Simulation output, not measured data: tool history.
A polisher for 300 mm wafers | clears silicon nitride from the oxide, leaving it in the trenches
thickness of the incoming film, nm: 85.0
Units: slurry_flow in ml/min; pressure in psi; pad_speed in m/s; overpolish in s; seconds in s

Run 1, hour 0.0: slurry_flow 295 ml/min, pressure 1.8 psi, pad_speed 1.28 m/s, overpolish 41 s. Result: seconds 101.93 s.
Run 2, hour 3.5: slurry_flow 295 ml/min, pressure 1.8 psi, pad_speed 1.28 m/s, overpolish 44 s. Result: seconds 102.78 s.
Run 3, hour 8.3: slurry_flow 255 ml/min, pressure 1.8 psi, pad_speed 1.28 m/s, overpolish 44 s. Result: seconds 103.13 s.
Run 4, hour 13.2: slurry_flow 255 ml/min, pressure 1.6 psi, pad_speed 1.28 m/s, overpolish 44 s. Result: seconds 113.38 s.
Run 5, hour 14.4: slurry_flow 255 ml/min, pressure 1.9 psi, pad_speed 1.28 m/s, overpolish 44 s. Result: seconds 100.11 s.
Run 6, hour 15.3: slurry_flow 255 ml/min, pressure 1.9 psi, pad_speed 1.28 m/s, overpolish 41 s. Result: seconds 100.22 s.

The next listed run, before its measurement:
At hour 17.2: worn pad replaced by a new one.
Run 7, hour 17.2: slurry_flow 255 ml/min, pressure 1.4 psi, pad_speed 1.26 m/s, overpolish 41 s. Result: seconds ?.

seconds: 117.96 s

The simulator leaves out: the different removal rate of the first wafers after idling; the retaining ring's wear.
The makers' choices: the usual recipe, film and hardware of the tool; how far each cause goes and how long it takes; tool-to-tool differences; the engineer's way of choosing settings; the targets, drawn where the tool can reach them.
